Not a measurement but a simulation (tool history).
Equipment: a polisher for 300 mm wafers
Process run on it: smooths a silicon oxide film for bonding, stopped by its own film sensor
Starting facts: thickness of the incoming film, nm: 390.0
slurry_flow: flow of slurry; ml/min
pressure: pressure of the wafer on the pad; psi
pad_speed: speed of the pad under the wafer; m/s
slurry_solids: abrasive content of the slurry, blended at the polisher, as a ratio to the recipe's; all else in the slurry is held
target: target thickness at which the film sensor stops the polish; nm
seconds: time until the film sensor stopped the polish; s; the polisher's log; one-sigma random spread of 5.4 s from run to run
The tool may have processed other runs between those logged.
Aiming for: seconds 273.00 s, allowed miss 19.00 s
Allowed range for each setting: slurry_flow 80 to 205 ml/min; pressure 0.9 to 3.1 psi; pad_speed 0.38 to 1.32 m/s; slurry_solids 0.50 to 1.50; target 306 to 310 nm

Run 1, hour 0.0: slurry_flow 135 ml/min, pressure 2.0 psi, pad_speed 0.84 m/s, slurry_solids 1.00, target 310 nm. Result: seconds 119.95 s.
Run 2, hour 3.2: slurry_flow 135 ml/min, pressure 2.0 psi, pad_speed 0.84 m/s, slurry_solids 1.00, target 310 nm. Result: seconds 126.55 s.
Run 3, hour 5.8: slurry_flow 135 ml/min, pressure 2.4 psi, pad_speed 0.84 m/s, slurry_solids 1.00, target 310 nm. Result: seconds 107.03 s.
Run 4, hour 11.8: slurry_flow 135 ml/min, pressure 2.2 psi, pad_speed 0.76 m/s, slurry_solids 1.00, target 310 nm. Result: seconds 122.78 s.
Run 5, hour 12.4: slurry_flow 135 ml/min, pressure 2.2 psi, pad_speed 0.62 m/s, slurry_solids 1.00, target 310 nm. Result: seconds 148.79 s.
Run 6, hour 17.5: slurry_flow 120 ml/min, pressure 2.2 psi, pad_speed 0.62 m/s, slurry_solids 1.00, target 310 nm. Result: seconds 140.72 s.
Run 7, hour 23.5: slurry_flow 120 ml/min, pressure 2.0 psi, pad_speed 0.60 m/s, slurry_solids 1.00, target 310 nm. Result: seconds 160.83 s.
Run 8, hour 28.1: slurry_flow 120 ml/min, pressure 1.8 psi, pad_speed 0.58 m/s, slurry_solids 1.00, target 310 nm. Result: seconds 187.17 s.

4 candidate next runs follow, results not yet known. Just one meets every target within its allowed miss. Identify it.
Run A, hour 32.7: slurry_flow 95 ml/min, pressure 1.9 psi, pad_speed 0.48 m/s, slurry_solids 0.75, target 310 nm. Result: seconds ?.
Run B, hour 32.7: slurry_flow 85 ml/min, pressure 1.4 psi, pad_speed 0.38 m/s, slurry_solids 0.95, target 310 nm. Result: seconds ?.
Run C, hour 32.7: slurry_flow 100 ml/min, pressure 2.0 psi, pad_speed 0.62 m/s, slurry_solids 1.15, target 310 nm. Result: seconds ?.
Run D, hour 32.7: slurry_flow 125 ml/min, pressure 1.9 psi, pad_speed 0.66 m/s, slurry_solids 1.10, target 309 nm. Result: seconds ?.

move  seconds
   A   270.72
   B   347.93
   C   151.83
   D   150.73
A: every result within its allowed miss
B: carries the result that was furthest off beyond its target, to the other side
C: further off than the last run
D: further off than the last run
Go with A: it meets all targets.
